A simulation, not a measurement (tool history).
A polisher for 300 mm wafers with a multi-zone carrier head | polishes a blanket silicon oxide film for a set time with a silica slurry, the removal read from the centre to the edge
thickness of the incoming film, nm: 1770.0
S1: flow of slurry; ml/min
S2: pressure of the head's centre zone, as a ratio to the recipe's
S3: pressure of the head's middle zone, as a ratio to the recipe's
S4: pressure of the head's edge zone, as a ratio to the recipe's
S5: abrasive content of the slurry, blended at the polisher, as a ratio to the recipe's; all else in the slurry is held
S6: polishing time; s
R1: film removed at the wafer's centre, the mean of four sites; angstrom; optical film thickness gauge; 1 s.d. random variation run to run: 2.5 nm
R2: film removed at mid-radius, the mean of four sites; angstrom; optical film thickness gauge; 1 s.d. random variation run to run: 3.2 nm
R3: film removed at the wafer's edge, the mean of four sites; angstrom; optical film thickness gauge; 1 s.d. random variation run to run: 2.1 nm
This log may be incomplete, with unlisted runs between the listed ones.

run    day   S1    S2    S3    S4    S5  S6      R1      R2      R3
  1      0  295     1     1     1     1  53  1584.6    1584  1573.1
  2  0.329  295     1     1  0.92     1  53  1598.5  1629.9  1497.1
  3    0.4  350     1     1  0.92     1  53  1634.1  1641.5  1539.3
  4  0.617  350  0.98  1.04  0.94  1.15  54  1714.1  1928.1  1685.4
  5  0.704  350  1.02  1.04  0.94  1.15  54  1803.9  1868.5  1705.5
  6  0.775  405  1.02  1.04  0.94  1.15  54  1832.3  1888.4  1686.6

For run 7, what comes out?
  7  1.112  395  1.01  1.06  0.97  1.25  54   ?   ?   ?

{"run 7": {"R1": 1912.4, "R2": 1958.8, "R3": 1780.3}}
